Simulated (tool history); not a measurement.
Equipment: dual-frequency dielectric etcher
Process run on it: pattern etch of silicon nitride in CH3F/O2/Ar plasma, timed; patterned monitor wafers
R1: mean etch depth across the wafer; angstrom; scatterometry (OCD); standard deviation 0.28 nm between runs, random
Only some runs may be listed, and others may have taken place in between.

{"run": 1, "hour": 0.0, "source power (W)": 400, "bias power (W)": 62, "etch time (s)": 95.5, "R1": 665.58}
{"run": 2, "hour": 1.3, "source power (W)": 430, "bias power (W)": 63, "etch time (s)": 95.5, "R1": 691.82}
{"run": 3, "hour": 2.9, "source power (W)": 390, "bias power (W)": 63, "etch time (s)": 95.5, "R1": 660.83}
{"run": 4, "hour": 6.1, "source power (W)": 420, "bias power (W)": 63, "etch time (s)": 95.5, "R1": 685.84}
{"run": 5, "hour": 6.9, "source power (W)": 390, "bias power (W)": 63, "etch time (s)": 95.5, "R1": 661.58}
{"run": 6, "hour": 10.6, "source power (W)": 390, "bias power (W)": 63, "etch time (s)": 95.5, "R1": 661.11}
{"run": 7, "hour": 18.0, "source power (W)": 420, "bias power (W)": 63, "etch time (s)": 95.5, "R1": 685.99}
{"run": 8, "hour": 25.9, "source power (W)": 500, "bias power (W)": 65, "etch time (s)": 95.5, "R1": 751.8}

Expected results for the next run?
{"run": 9, "hour": 27.6, "source power (W)": 510, "bias power (W)": 65, "etch time (s)": 95.5, "R1": "?"}

{"run 9": {"R1": 758.17}}
